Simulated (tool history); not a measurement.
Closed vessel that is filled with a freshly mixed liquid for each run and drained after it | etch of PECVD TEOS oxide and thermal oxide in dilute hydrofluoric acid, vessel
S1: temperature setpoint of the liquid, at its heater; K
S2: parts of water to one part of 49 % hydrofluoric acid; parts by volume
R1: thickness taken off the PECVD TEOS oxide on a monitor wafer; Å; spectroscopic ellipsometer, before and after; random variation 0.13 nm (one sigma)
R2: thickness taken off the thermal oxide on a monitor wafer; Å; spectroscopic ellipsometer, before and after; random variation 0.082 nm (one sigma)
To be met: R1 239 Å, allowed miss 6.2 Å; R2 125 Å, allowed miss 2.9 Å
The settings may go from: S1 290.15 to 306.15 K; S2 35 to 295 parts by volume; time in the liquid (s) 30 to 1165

{"run": 1, "hour": 0.0, "S1": 298.15, "S2": 165, "time in the liquid (s)": 595, "R1": 366.11, "R2": 187.87}
{"run": 2, "hour": 9.1, "S1": 297.15, "S2": 165, "time in the liquid (s)": 595, "R1": 348.84, "R2": 183.27}
{"run": 3, "hour": 10.6, "S1": 297.15, "S2": 165, "time in the liquid (s)": 820, "R1": 483.91, "R2": 250.47}
{"run": 4, "hour": 14.8, "S1": 297.15, "S2": 135, "time in the liquid (s)": 820, "R1": 609.2, "R2": 317.9}
{"run": 5, "hour": 16.5, "S1": 296.15, "S2": 145, "time in the liquid (s)": 820, "R1": 538.25, "R2": 283.57}
{"run": 6, "hour": 24.4, "S1": 295.65, "S2": 155, "time in the liquid (s)": 820, "R1": 493.11, "R2": 253.74}
{"run": 7, "hour": 26.8, "S1": 292.65, "S2": 220, "time in the liquid (s)": 785, "R1": 278.69, "R2": 143.75}
{"run": 8, "hour": 29.0, "S1": 292.15, "S2": 220, "time in the liquid (s)": 785, "R1": 268.33, "R2": 140.05}
{"run": 9, "hour": 30.4, "S1": 291.15, "S2": 225, "time in the liquid (s)": 785, "R1": 253.57, "R2": 131.79}
{"run": 10, "hour": 31.5, "S1": 290.65, "S2": 225, "time in the liquid (s)": 785, "R1": 250.36, "R2": 129.15}

5 next moves are on the table. One of them brings every result within its allowed miss. Which?
{"run": "A", "hour": 32.6, "S1": 290.15, "S2": 235, "time in the liquid (s)": 810, "R1": "?", "R2": "?"}
{"run": "B", "hour": 32.6, "S1": 293.15, "S2": 240, "time in the liquid (s)": 785, "R1": "?", "R2": "?"}
{"run": "C", "hour": 32.6, "S1": 290.65, "S2": 215, "time in the liquid (s)": 745, "R1": "?", "R2": "?"}
{"run": "D", "hour": 32.6, "S1": 293.65, "S2": 260, "time in the liquid (s)": 745, "R1": "?", "R2": "?"}
{"run": "E", "hour": 32.6, "S1": 293.15, "S2": 295, "time in the liquid (s)": 1000, "R1": "?", "R2": "?"}

move=A R1=235.96 R2=124.39
move=B R1=250.53 R2=132.07
move=C R1=246.06 R2=129.71
move=D R1=219.76 R2=115.84
move=E R1=247.62 R2=130.54
A: meets every target
B: further off than the last run
C: nearer than the last run, and not there yet
D: takes the result that was furthest off past its target
E: as far off as the last run
The right move is A.
